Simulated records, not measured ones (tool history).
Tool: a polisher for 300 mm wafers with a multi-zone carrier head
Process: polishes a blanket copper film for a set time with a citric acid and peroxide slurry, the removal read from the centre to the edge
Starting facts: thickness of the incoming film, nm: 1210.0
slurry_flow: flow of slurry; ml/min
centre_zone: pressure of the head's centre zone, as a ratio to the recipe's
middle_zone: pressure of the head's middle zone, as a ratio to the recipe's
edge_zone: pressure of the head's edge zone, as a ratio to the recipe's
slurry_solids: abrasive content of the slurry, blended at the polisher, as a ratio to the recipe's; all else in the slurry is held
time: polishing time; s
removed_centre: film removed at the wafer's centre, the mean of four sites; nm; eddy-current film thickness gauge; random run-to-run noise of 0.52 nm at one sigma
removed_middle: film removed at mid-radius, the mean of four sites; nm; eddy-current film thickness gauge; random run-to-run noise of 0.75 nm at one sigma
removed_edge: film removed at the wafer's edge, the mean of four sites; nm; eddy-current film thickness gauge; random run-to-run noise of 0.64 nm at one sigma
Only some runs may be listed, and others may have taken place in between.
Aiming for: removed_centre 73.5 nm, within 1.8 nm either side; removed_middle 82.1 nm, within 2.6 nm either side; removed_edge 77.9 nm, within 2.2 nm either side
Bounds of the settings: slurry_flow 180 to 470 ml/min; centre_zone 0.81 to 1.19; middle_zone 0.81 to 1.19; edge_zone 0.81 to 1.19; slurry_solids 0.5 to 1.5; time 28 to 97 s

run    day  slurry_flow  centre_zone  middle_zone  edge_zone  slurry_solids  time  removed_centre  removed_middle  removed_edge
  1      0          300            1            1          1              1    62          101.23          94.405        100.56
  2  0.188          300            1            1          1           1.15    62          105.48          101.04        104.76
  3    0.5          300            1         1.04          1           1.15    62          104.43          103.79         105.3
  4  0.696          300         0.97         1.05       0.97           1.05    61          97.447          101.81        97.837
  5  0.796          290         0.94         1.03       0.95           0.95    61          91.131          93.311        94.579
  6  1.004          295         0.92         1.04       0.93            0.9    61          88.869          93.708        93.411
  7  1.271          290         0.91         1.05       0.91           0.85    61          84.534           93.84        89.922
  8  1.392          285         0.91         1.04       0.89            0.8    61          82.525          88.802        86.156
  9  1.504          275          0.9         1.04       0.87            0.8    61          81.769          89.434        84.936
 10  1.621          265         0.89         1.03       0.86            0.8    61           80.53           87.23        85.368
 11  1.733          260         0.89         1.03       0.85           0.75    61          77.887          87.209        83.717
 12  2.104          260         0.89         1.03       0.84            0.7    61          77.397          85.027        79.749
 13  2.275          250         0.89         1.03       0.84            0.7    61          76.555          83.865        79.791
 14  2.471          240         0.89         1.03       0.84            0.7    61          74.938          82.573        80.012
 15  2.638          225         0.89         1.04       0.81           0.65    61          72.401          80.559        74.806
 16  2.675          230         0.89         1.04       0.81           0.65    61          72.684          81.497        76.463

4 candidate next runs follow, results not yet known. Just one meets every target within its allowed miss. Identify it.
  A  2.712          280         0.95         1.11       0.82           0.55    61               ?               ?             ?
  B  2.712          235         0.93         1.07       0.81           0.65    59               ?               ?             ?
  C  2.712          280         0.84         1.09       0.81            0.5    68               ?               ?             ?
  D  2.712          230         0.89         1.06       0.87           0.55    66               ?               ?             ?

move  removed_centre  removed_middle  removed_edge
   A          75.429          81.175         71.33
   B          74.815          80.312        72.577
   C          70.822          85.212        75.499
   D          74.243           82.79        77.491
A: the biggest miss grows against the last run
B: the biggest miss grows against the last run
C: the biggest miss grows against the last run
D: all results in spec
Answer: D

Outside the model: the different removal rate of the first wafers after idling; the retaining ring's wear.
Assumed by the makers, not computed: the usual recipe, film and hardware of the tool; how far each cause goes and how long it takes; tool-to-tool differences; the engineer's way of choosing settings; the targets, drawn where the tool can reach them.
